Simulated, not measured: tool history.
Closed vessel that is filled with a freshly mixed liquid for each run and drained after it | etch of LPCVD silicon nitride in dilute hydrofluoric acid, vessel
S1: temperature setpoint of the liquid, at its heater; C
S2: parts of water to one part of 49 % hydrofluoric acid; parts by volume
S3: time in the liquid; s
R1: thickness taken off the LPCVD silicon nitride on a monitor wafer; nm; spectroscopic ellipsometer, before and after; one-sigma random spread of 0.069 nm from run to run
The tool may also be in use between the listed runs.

run 1 day=0 | S1=21 S2=95 S3=1540 | R1=6.5661
run 2 day=0.246 | S1=22.5 S2=95 S3=1540 | R1=7.3239
run 3 day=0.533 | S1=24 S2=95 S3=1540 | R1=8.0882
run 4 day=0.65 | S1=24 S2=60 S3=1540 | R1=12.661
run 5 day=1.05 | S1=22 S2=60 S3=1540 | R1=11.292
run 6 day=1.254 | S1=22 S2=60 S3=1660 | R1=11.951
run 7 day=1.317 | S1=22 S2=60 S3=1660 | R1=11.95
run 8 day=1.583 | S1=20.5 S2=60 S3=1660 | R1=10.93
run 9 day=1.946 | S1=19.5 S2=60 S3=1660 | R1=10.028
run 10 day=2.025 | S1=19 S2=60 S3=1660 | R1=9.8692

Forecast run 11:
run 11 day=2.15 | S1=18.5 S2=60 S3=1660 | R1=?

R1: 9.3493 nm
